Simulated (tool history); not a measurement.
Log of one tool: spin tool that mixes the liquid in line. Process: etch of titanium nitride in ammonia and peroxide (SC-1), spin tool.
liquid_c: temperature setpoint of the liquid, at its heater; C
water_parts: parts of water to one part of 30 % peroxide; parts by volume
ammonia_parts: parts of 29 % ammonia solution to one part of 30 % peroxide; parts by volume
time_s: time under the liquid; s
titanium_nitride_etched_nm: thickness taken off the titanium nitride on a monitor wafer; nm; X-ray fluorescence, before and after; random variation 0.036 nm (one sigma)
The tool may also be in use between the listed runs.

run,hour,liquid_c,water_parts,ammonia_parts,time_s,titanium_nitride_etched_nm
1,0,47,14,0.8,315,9.0702
2,6.8,42.5,14,0.8,315,6.513
3,11.9,39,14,0.8,315,5.0776
4,20.3,38,14,0.8,315,4.7175
5,28.2,38,18.5,0.8,315,4.008
6,31,38,18.5,0.8,340,4.3774

Run 7 comes next. What will it give?
7,39,38.5,18.5,0.8,340,?

Run 7 gave titanium_nitride_etched_nm 4.4942 nm.
